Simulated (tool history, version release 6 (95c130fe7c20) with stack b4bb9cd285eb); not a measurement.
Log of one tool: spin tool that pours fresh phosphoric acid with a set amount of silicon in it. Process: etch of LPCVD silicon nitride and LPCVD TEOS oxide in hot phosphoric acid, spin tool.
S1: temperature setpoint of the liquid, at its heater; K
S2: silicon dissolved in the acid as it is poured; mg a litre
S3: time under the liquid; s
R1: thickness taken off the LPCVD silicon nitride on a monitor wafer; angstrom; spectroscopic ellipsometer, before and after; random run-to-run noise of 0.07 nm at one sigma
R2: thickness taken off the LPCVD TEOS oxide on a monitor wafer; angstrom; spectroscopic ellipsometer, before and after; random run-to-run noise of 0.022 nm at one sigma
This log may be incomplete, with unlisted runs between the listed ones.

{"run": 1, "day": 0.0, "S1": 437.15, "S2": 20.0, "S3": 110, "R1": 89.978, "R2": 2.3413}
{"run": 2, "day": 0.375, "S1": 436.15, "S2": 20.0, "S3": 110, "R1": 86.208, "R2": 2.0544}
{"run": 3, "day": 0.471, "S1": 436.15, "S2": 20.0, "S3": 65, "R1": 50.814, "R2": 1.0958}
{"run": 4, "day": 0.754, "S1": 436.15, "S2": 15.5, "S3": 65, "R1": 51.696, "R2": 1.417}
{"run": 5, "day": 0.867, "S1": 436.15, "S2": 15.5, "S3": 90, "R1": 70.161, "R2": 1.738}
{"run": 6, "day": 0.971, "S1": 436.15, "S2": 7.5, "S3": 90, "R1": 70.964, "R2": 1.9302}
{"run": 7, "day": 1.021, "S1": 436.15, "S2": 9.0, "S3": 95, "R1": 74.851, "R2": 2.1763}
{"run": 8, "day": 1.208, "S1": 436.65, "S2": 11.0, "S3": 100, "R1": 80.696, "R2": 1.9694}
{"run": 9, "day": 1.504, "S1": 437.15, "S2": 10.0, "S3": 100, "R1": 82.465, "R2": 2.4222}
{"run": 10, "day": 1.858, "S1": 437.15, "S2": 12.0, "S3": 100, "R1": 80.126, "R2": 2.153}

Forecast run 11:
{"run": 11, "day": 1.971, "S1": 437.15, "S2": 12.0, "S3": 100, "R1": "?", "R2": "?"}

R1: 80.116 angstrom
R2: 2.3609 angstrom
